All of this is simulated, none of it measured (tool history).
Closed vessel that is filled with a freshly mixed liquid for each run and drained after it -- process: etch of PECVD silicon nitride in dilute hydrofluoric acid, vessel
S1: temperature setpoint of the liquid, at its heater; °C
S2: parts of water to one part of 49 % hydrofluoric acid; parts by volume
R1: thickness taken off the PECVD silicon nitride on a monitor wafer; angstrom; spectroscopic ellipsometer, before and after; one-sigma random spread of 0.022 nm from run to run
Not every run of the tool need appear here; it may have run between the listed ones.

Run 1, hour 0: S1 22 °C, S2 55 parts by volume, time in the liquid (s) 60. Result: R1 34.903 angstrom.
Run 2, hour 2.9: S1 22 °C, S2 55 parts by volume, time in the liquid (s) 45. Result: R1 25.907 angstrom.
Run 3, hour 5.6: S1 22 °C, S2 45 parts by volume, time in the liquid (s) 45. Result: R1 31.72 angstrom.
Run 4, hour 8.1: S1 22 °C, S2 45 parts by volume, time in the liquid (s) 45. Result: R1 31.87 angstrom.
Run 5, hour 10.7: S1 19 °C, S2 45 parts by volume, time in the liquid (s) 45. Result: R1 26.009 angstrom.
Run 6, hour 16.1: S1 20 °C, S2 45 parts by volume, time in the liquid (s) 45. Result: R1 27.729 angstrom.
Run 7, hour 25.3: S1 21 °C, S2 45 parts by volume, time in the liquid (s) 45. Result: R1 29.728 angstrom.
Run 8, hour 26.2: S1 25 °C, S2 45 parts by volume, time in the liquid (s) 45. Result: R1 38.923 angstrom.
Run 9, hour 34: S1 25.5 °C, S2 45 parts by volume, time in the liquid (s) 45. Result: R1 40.145 angstrom.

Run 10 comes next. What will it give?
Run 10, hour 37.2: S1 26 °C, S2 45 parts by volume, time in the liquid (s) 45. Result: R1 ?.

R1: 41.613 angstrom
